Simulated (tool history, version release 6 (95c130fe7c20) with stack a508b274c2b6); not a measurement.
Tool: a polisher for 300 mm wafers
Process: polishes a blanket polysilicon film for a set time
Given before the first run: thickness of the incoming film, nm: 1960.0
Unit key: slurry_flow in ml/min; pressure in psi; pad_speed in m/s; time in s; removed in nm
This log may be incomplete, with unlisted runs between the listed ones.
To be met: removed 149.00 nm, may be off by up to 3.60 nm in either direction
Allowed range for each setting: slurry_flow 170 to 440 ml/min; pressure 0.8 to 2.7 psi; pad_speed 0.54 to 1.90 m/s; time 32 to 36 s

run,hour,slurry_flow,pressure,pad_speed,time,removed
1,0.0,280,1.7,1.22,36,211.96
2,5.4,280,1.7,1.34,36,233.03
3,12.5,275,1.5,1.34,36,205.14
4,21.3,270,1.3,1.34,36,177.09
5,25.2,270,1.3,1.52,36,201.48
6,27.6,270,1.5,1.52,36,230.94
7,30.3,260,1.3,1.52,36,202.09
8,38.2,235,0.8,1.52,36,125.16
9,40.5,275,0.8,1.52,36,128.64
10,42.1,285,0.8,1.52,36,128.10
11,50.2,285,0.9,1.52,36,144.75
12,52.8,290,0.9,1.52,36,143.11
13,54.2,300,0.9,1.52,36,143.05

5 candidate next runs follow, results not yet known. Just one meets every target within its allowed miss. Identify it.
A,55.6,305,0.8,1.82,33,?
B,55.6,305,1.0,1.40,35,?
C,55.6,235,0.8,1.62,36,?
D,55.6,205,1.2,1.10,36,?
E,55.6,275,1.0,1.52,34,?

move,removed
A,138.92
B,140.78
C,133.17
D,133.17
E,147.28
A: lands further from the targets than the last run did
B: lands further from the targets than the last run did
C: lands further from the targets than the last run did
D: lands further from the targets than the last run did
E: all results in spec
The right move is E.
